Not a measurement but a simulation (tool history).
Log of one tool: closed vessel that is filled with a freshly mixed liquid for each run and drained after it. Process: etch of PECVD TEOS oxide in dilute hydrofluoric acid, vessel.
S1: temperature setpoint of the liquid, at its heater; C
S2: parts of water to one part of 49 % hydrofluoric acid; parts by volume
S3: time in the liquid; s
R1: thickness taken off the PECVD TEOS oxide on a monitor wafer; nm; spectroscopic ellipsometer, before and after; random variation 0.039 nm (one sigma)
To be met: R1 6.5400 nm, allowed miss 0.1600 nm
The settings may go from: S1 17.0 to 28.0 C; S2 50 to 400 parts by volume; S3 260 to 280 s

| run | hour | S1 | S2 | S3 | R1 |
|---|---|---|---|---|---|
| 1 | 0.0 | 20.0 | 225 | 260 | 12.7140 |
| 2 | 3.1 | 20.0 | 225 | 280 | 13.7630 |
| 3 | 9.2 | 20.0 | 295 | 280 | 9.8345 |
| 4 | 18.0 | 19.0 | 315 | 280 | 8.7134 |
| 5 | 25.6 | 19.0 | 270 | 280 | 10.4870 |
| 6 | 33.8 | 18.5 | 295 | 280 | 9.3438 |
| 7 | 38.1 | 18.0 | 315 | 280 | 8.4544 |
| 8 | 44.7 | 17.5 | 330 | 280 | 7.8598 |
| 9 | 53.4 | 17.5 | 340 | 280 | 7.5044 |
| 10 | 54.2 | 17.0 | 365 | 280 | 6.7101 |
| 11 | 58.8 | 17.0 | 365 | 280 | 6.6816 |

Which of these 5 next moves meets every target?
| A | 63.4 | 17.0 | 360 | 280 | ? |
| B | 63.4 | 17.5 | 345 | 265 | ? |
| C | 63.4 | 18.5 | 365 | 270 | ? |
| D | 63.4 | 17.0 | 350 | 260 | ? |
| E | 63.4 | 17.0 | 345 | 275 | ? |

| move | R1 |
|---|---|
| A | 6.8370 |
| B | 6.9590 |
| C | 6.8437 |
| D | 6.5804 |
| E | 7.0883 |
A: further off than the last run
B: further off than the last run
C: further off than the last run
D: meets every target
E: further off than the last run
Answer: D

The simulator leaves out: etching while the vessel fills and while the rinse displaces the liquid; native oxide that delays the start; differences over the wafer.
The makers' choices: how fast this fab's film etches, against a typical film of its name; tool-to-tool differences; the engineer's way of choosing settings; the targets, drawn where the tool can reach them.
